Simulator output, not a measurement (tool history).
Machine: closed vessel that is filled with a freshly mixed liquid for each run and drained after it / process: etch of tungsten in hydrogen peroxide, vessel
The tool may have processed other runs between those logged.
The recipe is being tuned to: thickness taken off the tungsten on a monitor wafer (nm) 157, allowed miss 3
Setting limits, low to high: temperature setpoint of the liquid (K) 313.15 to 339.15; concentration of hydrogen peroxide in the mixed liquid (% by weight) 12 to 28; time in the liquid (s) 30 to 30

run,hour,temperature setpoint of the liquid (K),concentration of hydrogen peroxide in the mixed liquid (% by weight),time in the liquid (s),thickness taken off the tungsten on a monitor wafer (nm)
1,0,329.15,19,30,79.736
2,6.3,329.15,17.5,30,76.318
3,11.6,329.15,19,30,79.702
4,16.2,330.65,19.5,30,87.866
# hour 23.6: peroxide flow meter replaced
5,23.6,332.15,20,30,101.12
6,32.8,333.15,20,30,107.51
7,39.1,334.15,20,30,114.31
8,42.8,335.15,20,30,119.75
9,51.4,335.65,20,30,123.5
10,55.1,336.15,20,30,127.84

Below are 5 possible settings for the next run. Only one of them brings all results inside the allowed miss of their targets. Which is it?
A,58.8,338.65,21,30,?
B,58.8,338.65,17.5,30,?
C,58.8,339.15,22,30,?
D,58.8,338.15,21.5,30,?
E,58.8,333.15,20.5,30,?

move,thickness taken off the tungsten on a monitor wafer (nm)
A,150.54
B,137.42
C,158.42
D,148.13
E,108.97
A: an improvement on the last run, though not all results are within tolerance
B: an improvement on the last run, though not all results are within tolerance
C: each result inside its tolerance
D: an improvement on the last run, though not all results are within tolerance
E: misses by more than the last run did
The move that meets every target is C.
